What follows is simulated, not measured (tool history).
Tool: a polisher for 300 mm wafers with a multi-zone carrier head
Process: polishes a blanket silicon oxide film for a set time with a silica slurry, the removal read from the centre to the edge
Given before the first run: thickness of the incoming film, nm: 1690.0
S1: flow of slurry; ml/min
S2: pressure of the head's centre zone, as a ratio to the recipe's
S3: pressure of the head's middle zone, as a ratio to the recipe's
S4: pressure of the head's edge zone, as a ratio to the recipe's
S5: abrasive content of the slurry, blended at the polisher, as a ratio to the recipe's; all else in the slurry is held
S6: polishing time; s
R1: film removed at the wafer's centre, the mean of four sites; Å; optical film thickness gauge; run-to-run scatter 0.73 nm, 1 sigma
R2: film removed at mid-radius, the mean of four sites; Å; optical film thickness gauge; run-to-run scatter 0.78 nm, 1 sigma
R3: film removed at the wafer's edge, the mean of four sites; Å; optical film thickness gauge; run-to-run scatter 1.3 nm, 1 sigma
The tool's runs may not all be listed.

Run 1, hour 0.0: S1 210 ml/min, S2 1.00, S3 1.00, S4 1.00, S5 1.00, S6 56 s. Result: R1 1335.70 Å, R2 1341.80 Å, R3 1345.80 Å.
Run 2, hour 7.2: S1 200 ml/min, S2 0.97, S3 0.96, S4 0.98, S5 0.85, S6 55 s. Result: R1 1182.90 Å, R2 1188.60 Å, R3 1218.80 Å.
Run 3, hour 9.6: S1 165 ml/min, S2 0.97, S3 0.96, S4 0.98, S5 0.85, S6 55 s. Result: R1 1154.00 Å, R2 1133.70 Å, R3 1198.50 Å.
Run 4, hour 11.3: S1 160 ml/min, S2 0.94, S3 0.93, S4 0.96, S5 0.75, S6 55 s. Result: R1 1064.90 Å, R2 1072.60 Å, R3 1120.00 Å.
Run 5, hour 11.8: S1 210 ml/min, S2 0.94, S3 0.93, S4 0.96, S5 0.75, S6 55 s. Result: R1 1094.10 Å, R2 1108.20 Å, R3 1131.70 Å.
Run 6, hour 18.0: S1 210 ml/min, S2 0.97, S3 0.93, S4 0.96, S5 0.75, S6 55 s. Result: R1 1125.20 Å, R2 1105.50 Å, R3 1122.80 Å.
Run 7, hour 25.4: S1 200 ml/min, S2 0.94, S3 0.90, S4 0.96, S5 0.70, S6 55 s. Result: R1 1062.50 Å, R2 1058.70 Å, R3 1122.60 Å.
Run 8, hour 29.1: S1 190 ml/min, S2 0.92, S3 0.88, S4 0.95, S5 0.65, S6 54 s. Result: R1 957.92 Å, R2 986.72 Å, R3 1054.90 Å.
Run 9, hour 30.2: S1 180 ml/min, S2 0.92, S3 0.86, S4 0.94, S5 0.60, S6 54 s. Result: R1 926.42 Å, R2 924.57 Å, R3 992.10 Å.
Run 10, hour 31.5: S1 170 ml/min, S2 0.91, S3 0.85, S4 0.94, S5 0.60, S6 54 s. Result: R1 895.73 Å, R2 906.79 Å, R3 973.87 Å.

Run 11, settings as shown, results not yet in. Your forecast:
Run 11, hour 32.8: S1 160 ml/min, S2 0.91, S3 0.84, S4 0.94, S5 0.60, S6 54 s. Result: R1 ?, R2 ?, R3 ?.

{"run 11": {"R1": 872.49, "R2": 898.76, "R3": 969.1}}
